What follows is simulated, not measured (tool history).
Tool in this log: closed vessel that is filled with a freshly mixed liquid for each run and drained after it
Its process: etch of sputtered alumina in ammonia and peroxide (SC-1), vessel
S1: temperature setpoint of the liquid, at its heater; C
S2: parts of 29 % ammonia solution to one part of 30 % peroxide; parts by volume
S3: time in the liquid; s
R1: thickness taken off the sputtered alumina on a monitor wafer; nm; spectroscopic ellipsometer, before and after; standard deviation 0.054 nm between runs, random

{"run": 1, "hour": 0.0, "S1": 52, "S2": 0.6, "S3": 135, "R1": 7.9555}
{"run": 2, "hour": 4.3, "S1": 52, "S2": 0.6, "S3": 135, "R1": 8.027}
{"run": 3, "hour": 8.2, "S1": 50.5, "S2": 0.6, "S3": 135, "R1": 7.2244}
{"run": 4, "hour": 13.3, "S1": 50, "S2": 0.6, "S3": 135, "R1": 7.2609}
{"run": 5, "hour": 15.9, "S1": 50, "S2": 0.6, "S3": 135, "R1": 7.2251}
{"run": 6, "hour": 23.0, "S1": 50, "S2": 0.6, "S3": 140, "R1": 7.3809}

Expected results for the next run?
{"run": 7, "hour": 28.2, "S1": 49, "S2": 0.6, "S3": 140, "R1": "?"}

Run 7 measured R1 6.9505 nm.

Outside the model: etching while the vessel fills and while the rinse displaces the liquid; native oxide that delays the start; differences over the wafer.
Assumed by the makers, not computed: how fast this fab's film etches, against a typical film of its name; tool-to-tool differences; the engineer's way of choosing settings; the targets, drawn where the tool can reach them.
